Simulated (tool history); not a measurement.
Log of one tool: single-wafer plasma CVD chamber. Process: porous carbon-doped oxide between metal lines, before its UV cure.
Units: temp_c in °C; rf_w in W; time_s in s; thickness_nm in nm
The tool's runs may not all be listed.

run,day,temp_c,rf_w,time_s,thickness_nm
1,0.000,275,585,22.5,178.69
2,0.083,264,585,22.5,195.25
3,0.204,257,585,22.5,205.48
4,0.292,251,585,22.5,215.40
5,0.479,251,585,22.5,216.43
6,0.721,251,630,22.5,226.39
7,0.942,258,610,22.5,208.97
8,1.162,264,590,22.5,195.91
9,1.200,269,575,22.5,184.52

Forecast run 10:
10,1.346,273,565,22.5,?

{"run 10": {"thickness_nm": 178.2}}
